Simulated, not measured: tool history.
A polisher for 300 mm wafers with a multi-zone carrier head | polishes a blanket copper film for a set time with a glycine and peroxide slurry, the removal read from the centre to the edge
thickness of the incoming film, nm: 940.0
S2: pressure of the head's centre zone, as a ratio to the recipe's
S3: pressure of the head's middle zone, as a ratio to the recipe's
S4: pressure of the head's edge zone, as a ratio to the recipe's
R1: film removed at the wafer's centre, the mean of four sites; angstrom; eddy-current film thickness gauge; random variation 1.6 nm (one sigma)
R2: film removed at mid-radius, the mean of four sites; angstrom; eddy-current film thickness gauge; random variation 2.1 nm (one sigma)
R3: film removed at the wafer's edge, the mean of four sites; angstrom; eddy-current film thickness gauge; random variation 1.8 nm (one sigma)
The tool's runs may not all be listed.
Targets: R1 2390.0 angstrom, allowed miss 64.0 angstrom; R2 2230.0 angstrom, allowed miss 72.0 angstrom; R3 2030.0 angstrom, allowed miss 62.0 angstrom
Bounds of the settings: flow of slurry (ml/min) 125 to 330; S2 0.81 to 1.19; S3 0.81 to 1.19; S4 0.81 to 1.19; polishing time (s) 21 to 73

Run 1, hour 0.0: flow of slurry (ml/min) 210, S2 1.00, S3 1.00, S4 1.00, polishing time (s) 47. Result: R1 3467.3 angstrom, R2 3428.9 angstrom, R3 3351.0 angstrom.
Run 2, hour 0.8: flow of slurry (ml/min) 210, S2 1.01, S3 0.99, S4 0.95, polishing time (s) 40. Result: R1 2998.2 angstrom, R2 2943.4 angstrom, R3 2778.3 angstrom.
Run 3, hour 5.9: flow of slurry (ml/min) 210, S2 1.02, S3 0.97, S4 0.91, polishing time (s) 36. Result: R1 2711.0 angstrom, R2 2594.6 angstrom, R3 2479.4 angstrom.
Run 4, hour 10.1: flow of slurry (ml/min) 210, S2 1.10, S3 0.97, S4 0.91, polishing time (s) 36. Result: R1 2955.6 angstrom, R2 2614.2 angstrom, R3 2449.1 angstrom.
Run 5, hour 15.4: flow of slurry (ml/min) 210, S2 1.10, S3 1.02, S4 0.91, polishing time (s) 36. Result: R1 2952.5 angstrom, R2 2694.3 angstrom, R3 2425.3 angstrom.
Run 6, hour 22.7: flow of slurry (ml/min) 195, S2 1.08, S3 1.00, S4 0.88, polishing time (s) 34. Result: R1 2692.3 angstrom, R2 2484.8 angstrom, R3 2330.1 angstrom.
Run 7, hour 29.3: flow of slurry (ml/min) 200, S2 1.08, S3 1.00, S4 0.87, polishing time (s) 32. Result: R1 2547.1 angstrom, R2 2367.6 angstrom, R3 2149.3 angstrom.
At hour 37.6: edge zone pressure recalibrated.
Run 8, hour 37.6: flow of slurry (ml/min) 190, S2 1.08, S3 1.00, S4 0.85, polishing time (s) 32. Result: R1 2507.6 angstrom, R2 2375.5 angstrom, R3 2177.0 angstrom.
Run 9, hour 40.5: flow of slurry (ml/min) 190, S2 1.09, S3 1.00, S4 0.84, polishing time (s) 31. Result: R1 2465.3 angstrom, R2 2243.4 angstrom, R3 2101.1 angstrom.
Run 10, hour 48.4: flow of slurry (ml/min) 190, S2 1.09, S3 1.01, S4 0.83, polishing time (s) 31. Result: R1 2458.3 angstrom, R2 2267.9 angstrom, R3 2112.2 angstrom.

Which of these 5 next moves meets every target?
Run A, hour 56.3: flow of slurry (ml/min) 145, S2 1.08, S3 0.95, S4 0.81, polishing time (s) 34. Result: R1 ?, R2 ?, R3 ?.
Run B, hour 56.3: flow of slurry (ml/min) 200, S2 1.12, S3 0.89, S4 0.81, polishing time (s) 32. Result: R1 ?, R2 ?, R3 ?.
Run C, hour 56.3: flow of slurry (ml/min) 225, S2 1.15, S3 0.98, S4 0.82, polishing time (s) 29. Result: R1 ?, R2 ?, R3 ?.
Run D, hour 56.3: flow of slurry (ml/min) 190, S2 1.09, S3 1.04, S4 0.85, polishing time (s) 30. Result: R1 ?, R2 ?, R3 ?.
Run E, hour 56.3: flow of slurry (ml/min) 210, S2 1.11, S3 1.02, S4 0.93, polishing time (s) 30. Result: R1 ?, R2 ?, R3 ?.

move      R1      R2      R3
   A  2502.3  2311.4  2193.9
   B  2622.3  2236.2  2163.0
   C  2490.3  2173.2  1993.5
   D  2371.1  2265.2  2047.8
   E  2458.7  2276.3  2144.0
A: further off than the last run
B: further off than the last run
C: brings the result that was furthest off to its target, and leaves another outside
D: meets every target
E: further off than the last run
Answer: D
